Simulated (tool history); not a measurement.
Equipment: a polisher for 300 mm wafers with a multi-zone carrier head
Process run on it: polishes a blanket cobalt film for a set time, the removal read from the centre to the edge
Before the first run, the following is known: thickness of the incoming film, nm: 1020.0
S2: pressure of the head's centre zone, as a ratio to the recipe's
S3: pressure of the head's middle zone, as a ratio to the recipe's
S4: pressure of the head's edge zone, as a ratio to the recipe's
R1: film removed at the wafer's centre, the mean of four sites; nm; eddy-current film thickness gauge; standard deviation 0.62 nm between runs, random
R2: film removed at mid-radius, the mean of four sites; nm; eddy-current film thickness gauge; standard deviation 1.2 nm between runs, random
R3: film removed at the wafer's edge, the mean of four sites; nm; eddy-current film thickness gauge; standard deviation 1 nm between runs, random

Run 1, day 0: flow of slurry (ml/min) 240, S2 1, S3 1, S4 1, polishing time (s) 75. Result: R1 176.42 nm, R2 169.75 nm, R3 170.85 nm.
Run 2, day 0.2: flow of slurry (ml/min) 240, S2 1, S3 1, S4 1, polishing time (s) 61. Result: R1 141.14 nm, R2 137.7 nm, R3 136.53 nm.
Run 3, day 0.479: flow of slurry (ml/min) 240, S2 1.04, S3 1, S4 1, polishing time (s) 61. Result: R1 148.49 nm, R2 138.17 nm, R3 137.28 nm.
Run 4, day 0.558: flow of slurry (ml/min) 240, S2 1.03, S3 1, S4 0.98, polishing time (s) 58. Result: R1 140.76 nm, R2 132.1 nm, R3 127.16 nm.
Run 5, day 0.579: flow of slurry (ml/min) 240, S2 1.02, S3 0.99, S4 0.96, polishing time (s) 56. Result: R1 133.21 nm, R2 125.21 nm, R3 123.12 nm.
Run 6, day 0.896: flow of slurry (ml/min) 240, S2 1.02, S3 0.99, S4 1.04, polishing time (s) 56. Result: R1 134.34 nm, R2 126.32 nm, R3 125.38 nm.
Run 7, day 0.95: flow of slurry (ml/min) 235, S2 1.02, S3 0.99, S4 1.02, polishing time (s) 53. Result: R1 125.43 nm, R2 121.12 nm, R3 117.65 nm.
Run 8, day 1.138: flow of slurry (ml/min) 255, S2 1.02, S3 0.92, S4 0.92, polishing time (s) 34. Result: R1 81.763 nm, R2 74.173 nm, R3 73.385 nm.
Run 9, day 1.429: flow of slurry (ml/min) 255, S2 1.04, S3 1.02, S4 0.98, polishing time (s) 35. Result: R1 85.425 nm, R2 81.398 nm, R3 79.251 nm.
Run 10, day 1.521: flow of slurry (ml/min) 250, S2 1.05, S3 1.04, S4 0.98, polishing time (s) 35. Result: R1 86.32 nm, R2 84.482 nm, R3 78.535 nm.
Run 11, day 1.738: flow of slurry (ml/min) 250, S2 1.06, S3 1.05, S4 0.99, polishing time (s) 35. Result: R1 86.502 nm, R2 83.289 nm, R3 79.846 nm.
Run 12, day 1.879: flow of slurry (ml/min) 245, S2 1.07, S3 1.06, S4 0.99, polishing time (s) 35. Result: R1 86.534 nm, R2 83.577 nm, R3 77.659 nm.
Run 13, day 2.071: flow of slurry (ml/min) 245, S2 1.07, S3 1.07, S4 1, polishing time (s) 35. Result: R1 87.71 nm, R2 84.005 nm, R3 77.184 nm.
Run 14, day 2.283: flow of slurry (ml/min) 245, S2 1.07, S3 1.08, S4 1.01, polishing time (s) 35. Result: R1 87.609 nm, R2 84.641 nm, R3 78.136 nm.
Run 15, day 2.433: flow of slurry (ml/min) 245, S2 1.07, S3 1.09, S4 1.02, polishing time (s) 35. Result: R1 88.287 nm, R2 87.903 nm, R3 78.17 nm.

What does the tool deliver on the next run?
Run 16, day 2.588: flow of slurry (ml/min) 245, S2 1.07, S3 1.09, S4 1.03, polishing time (s) 35. Result: R1 ?, R2 ?, R3 ?.

{"run 16": {"R1": 87.644, "R2": 85.283, "R3": 81.475}}
